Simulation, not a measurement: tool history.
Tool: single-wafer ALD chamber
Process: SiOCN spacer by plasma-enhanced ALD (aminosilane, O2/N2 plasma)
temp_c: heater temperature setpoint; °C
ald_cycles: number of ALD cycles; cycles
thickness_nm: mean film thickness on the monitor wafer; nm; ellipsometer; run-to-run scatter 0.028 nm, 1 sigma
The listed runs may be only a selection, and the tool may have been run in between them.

| run | hour | temp_c | ald_cycles | thickness_nm |
|---|---|---|---|---|
| 1 | 0 | 400 | 97 | 6.2002 |
| 2 | 2.3 | 400 | 108 | 6.9181 |
| 3 | 4.9 | 400 | 104 | 6.6129 |
| 4 | 7.1 | 400 | 101 | 6.4435 |
| 5 | 16.1 | 405 | 101 | 6.3234 |
| 6 | 20.7 | 413 | 101 | 6.1677 |
| 7 | 22 | 414 | 99 | 6.035 |
| 8 | 30.7 | 415 | 97 | 5.897 |
| 9 | 31.3 | 416 | 96 | 5.7674 |
| 10 | 31.8 | 417 | 95 | 5.7583 |

Run 11 is up next; what results do you expect?
| 11 | 39.5 | 417 | 94 | ? |

Run 11 produced thickness_nm 5.6713 nm.
